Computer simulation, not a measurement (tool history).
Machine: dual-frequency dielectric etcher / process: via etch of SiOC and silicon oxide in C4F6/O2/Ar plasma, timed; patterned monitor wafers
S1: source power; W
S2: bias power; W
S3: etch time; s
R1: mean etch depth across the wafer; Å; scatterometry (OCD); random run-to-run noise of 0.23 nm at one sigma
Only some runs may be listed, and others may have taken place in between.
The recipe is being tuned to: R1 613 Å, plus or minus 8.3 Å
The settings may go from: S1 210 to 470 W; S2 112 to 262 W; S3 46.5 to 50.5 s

run	hour	S1	S2	S3	R1
1	0	340	187	50.5	514.41
2	6.9	340	199	50.5	531.65
3	15.8	340	170	50.5	494.15
4	16.6	340	170	50.5	495.35
5	23.4	360	175	50.5	511.07
6	26.2	360	208	50.5	550.4
7	33.8	370	209	50.5	555.52
8	37.3	380	210	50.5	560.25
9	40.9	390	212	50.5	567.48
10	44.9	400	214	50.5	577.99

Next run, 4 choices. One meets every target within its allowed miss, the rest don't. Which?
A	48.9	440	247	50	?
B	48.9	450	226	50.5	?
C	48.9	410	235	46.5	?
D	48.9	450	249	49.5	?

move	R1
A	627.16
B	615.16
C	557.55
D	627.82
A: carries the result that was furthest off beyond its target, to the other side
B: all results land within tolerance of their targets
C: the biggest miss grows against the last run
D: carries the result that was furthest off beyond its target, to the other side
Answer: B
